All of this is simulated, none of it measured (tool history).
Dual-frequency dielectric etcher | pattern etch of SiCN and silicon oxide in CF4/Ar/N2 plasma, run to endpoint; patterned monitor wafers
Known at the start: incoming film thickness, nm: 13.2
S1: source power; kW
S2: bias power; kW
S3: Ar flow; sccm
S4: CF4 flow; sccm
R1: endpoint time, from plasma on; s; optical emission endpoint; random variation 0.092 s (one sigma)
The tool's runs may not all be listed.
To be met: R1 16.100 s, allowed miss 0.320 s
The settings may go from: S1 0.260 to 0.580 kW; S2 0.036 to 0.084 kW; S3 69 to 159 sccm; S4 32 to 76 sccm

run,hour,S1,S2,S3,S4,R1
1,0.0,0.420,0.060,114,54,21.066
2,5.6,0.450,0.060,114,54,19.608
3,7.4,0.480,0.060,114,54,18.213
4,15.0,0.490,0.060,114,54,17.794
5,17.2,0.460,0.060,114,54,19.100
6,20.3,0.480,0.060,114,54,18.393
7,28.1,0.490,0.060,114,54,17.876
8,35.0,0.500,0.060,114,54,17.511
9,37.0,0.510,0.060,114,54,16.935
10,38.0,0.520,0.060,114,54,16.549

5 next moves are on the table. One of them brings every result within its allowed miss. Which?
A,39.0,0.540,0.060,109,47,?
B,39.0,0.510,0.066,108,47,?
C,39.0,0.520,0.058,116,60,?
D,39.0,0.550,0.052,106,42,?
E,39.0,0.560,0.051,126,47,?

move,R1
A,16.121
B,16.568
C,16.651
D,16.696
E,16.897
A: meets every target
B: as far off as the last run
C: further off than the last run
D: further off than the last run
E: further off than the last run
Answer: A
